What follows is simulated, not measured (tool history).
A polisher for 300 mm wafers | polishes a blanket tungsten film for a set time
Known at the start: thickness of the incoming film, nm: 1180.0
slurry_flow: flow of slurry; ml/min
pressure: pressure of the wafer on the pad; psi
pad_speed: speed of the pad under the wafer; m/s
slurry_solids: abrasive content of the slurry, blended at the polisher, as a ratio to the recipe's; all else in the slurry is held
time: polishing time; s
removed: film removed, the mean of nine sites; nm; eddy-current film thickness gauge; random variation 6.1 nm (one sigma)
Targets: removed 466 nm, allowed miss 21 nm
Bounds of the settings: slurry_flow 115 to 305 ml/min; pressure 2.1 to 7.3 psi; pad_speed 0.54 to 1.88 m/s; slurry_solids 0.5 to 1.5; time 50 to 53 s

run  hour  slurry_flow  pressure  pad_speed  slurry_solids  time  removed
  1     0          195       4.7        1.2              1    50   329.16
  2   8.4          195         5        1.2              1    50   350.49
  3  12.4          195       4.3        1.2              1    50   306.37
  4  18.8          195       4.7        1.2              1    50   338.11
  5  21.2          195       5.2        1.2              1    50      366
  6    29          195       5.7        1.2              1    50   411.71
  7    30          195       5.8        1.2              1    50   416.08
  8  37.6          195       5.9        1.2              1    50      414
  9  39.6          195         6        1.2              1    50   430.63

Which of these 5 next moves meets every target?
  A  41.6          250       6.5       1.08           1.05    53        ?
  B  41.6          185       5.3       1.28           1.15    50        ?
  C  41.6          190       5.4       1.08            1.1    53        ?
  D  41.6          205       5.8       1.22           0.85    50        ?
  E  41.6          155       6.2       1.16           0.75    53        ?

move  removed
   A    467.5
   B   421.81
   C   382.15
   D   402.41
   E   395.15
A: meets every target
B: further off than the last run
C: further off than the last run
D: further off than the last run
E: further off than the last run
Move A is the one to make.
